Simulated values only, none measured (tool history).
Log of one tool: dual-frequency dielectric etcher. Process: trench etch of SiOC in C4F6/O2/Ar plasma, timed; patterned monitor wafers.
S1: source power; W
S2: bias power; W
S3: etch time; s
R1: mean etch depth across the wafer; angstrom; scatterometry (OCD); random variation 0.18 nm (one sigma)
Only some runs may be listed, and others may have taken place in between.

run  hour   S1   S2  S3      R1
  1   0.0  300  168  26  503.03
  2   6.1  300  184  26  526.44
  3  13.6  300  155  26  488.58
  4  20.0  300  155  27  511.27
  5  21.0  300  155  26  491.46
     22.2  -- wet clean of the chamber
  6  22.2  300  155  26  470.04

Predict the results of run 7:
  7  27.6  330  158  26   ?

R1: 494.73 angstrom
